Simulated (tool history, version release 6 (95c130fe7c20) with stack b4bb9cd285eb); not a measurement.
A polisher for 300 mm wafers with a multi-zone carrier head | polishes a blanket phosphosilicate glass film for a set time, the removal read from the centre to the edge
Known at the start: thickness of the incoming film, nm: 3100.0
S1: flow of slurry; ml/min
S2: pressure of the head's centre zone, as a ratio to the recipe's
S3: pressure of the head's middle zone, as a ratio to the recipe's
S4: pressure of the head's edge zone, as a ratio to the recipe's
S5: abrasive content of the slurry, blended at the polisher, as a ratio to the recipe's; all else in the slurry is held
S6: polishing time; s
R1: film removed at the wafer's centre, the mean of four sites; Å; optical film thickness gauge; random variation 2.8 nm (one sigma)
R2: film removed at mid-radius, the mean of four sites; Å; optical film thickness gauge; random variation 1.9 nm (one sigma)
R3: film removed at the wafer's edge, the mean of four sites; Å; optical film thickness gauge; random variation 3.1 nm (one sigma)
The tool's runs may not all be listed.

Run 1, day 0.000: S1 235 ml/min, S2 1.00, S3 1.00, S4 1.00, S5 1.00, S6 44 s. Result: R1 4156.4 Å, R2 4033.8 Å, R3 3984.6 Å.
Run 2, day 0.292: S1 235 ml/min, S2 1.00, S3 1.06, S4 1.00, S5 1.00, S6 44 s. Result: R1 4229.8 Å, R2 4258.4 Å, R3 3912.1 Å.
Run 3, day 0.517: S1 235 ml/min, S2 1.00, S3 0.99, S4 1.00, S5 1.00, S6 44 s. Result: R1 4222.2 Å, R2 4034.6 Å, R3 3971.5 Å.
Run 4, day 0.621: S1 260 ml/min, S2 1.00, S3 0.99, S4 1.00, S5 1.00, S6 44 s. Result: R1 4182.7 Å, R2 4056.0 Å, R3 3967.3 Å.
Run 5, day 0.800: S1 275 ml/min, S2 0.98, S3 0.98, S4 0.97, S5 0.85, S6 43 s. Result: R1 3771.5 Å, R2 3730.9 Å, R3 3654.9 Å.
Run 6, day 1.000: S1 280 ml/min, S2 0.98, S3 0.99, S4 0.94, S5 0.75, S6 41 s. Result: R1 3409.8 Å, R2 3354.0 Å, R3 3227.8 Å.
Run 7, day 1.175: S1 245 ml/min, S2 0.90, S3 0.99, S4 0.84, S5 0.55, S6 41 s. Result: R1 2713.2 Å, R2 2863.3 Å, R3 2671.6 Å.

Run 8 comes next. What will it give?
Run 8, day 1.538: S1 250 ml/min, S2 0.91, S3 0.99, S4 0.83, S5 0.55, S6 41 s. Result: R1 ?, R2 ?, R3 ?.

R1: 2709.1 Å
R2: 2859.7 Å
R3: 2659.1 Å

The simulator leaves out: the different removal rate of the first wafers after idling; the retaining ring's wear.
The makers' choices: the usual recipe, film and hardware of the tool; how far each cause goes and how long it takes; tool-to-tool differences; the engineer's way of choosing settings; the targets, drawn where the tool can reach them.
